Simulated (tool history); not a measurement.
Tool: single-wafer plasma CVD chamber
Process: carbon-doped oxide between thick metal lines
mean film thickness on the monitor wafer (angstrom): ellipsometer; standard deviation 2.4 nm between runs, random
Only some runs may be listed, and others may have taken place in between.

run	hour	heater temperature setpoint (K)	chamber pressure (Pa)	RF power (kW)	deposition time (s)	mean film thickness on the monitor wafer (angstrom)
1	0.0	648.15	560	0.565	200	10120.0
2	3.4	644.15	560	0.565	200	10192.0
3	6.2	644.15	560	0.535	200	9902.0
4	10.3	644.15	560	0.470	200	9226.4
5	12.7	641.15	615	0.505	200	9766.0
6	20.9	639.15	657	0.530	200	10261.0
7	28.9	637.15	692	0.545	200	10484.0
8	31.2	635.15	717	0.560	200	10751.0

Run 9, settings as shown, results not yet in. Your forecast:
9	36.7	634.15	736	0.570	200	?

Run 9 measured mean film thickness on the monitor wafer (angstrom) 10955.0.

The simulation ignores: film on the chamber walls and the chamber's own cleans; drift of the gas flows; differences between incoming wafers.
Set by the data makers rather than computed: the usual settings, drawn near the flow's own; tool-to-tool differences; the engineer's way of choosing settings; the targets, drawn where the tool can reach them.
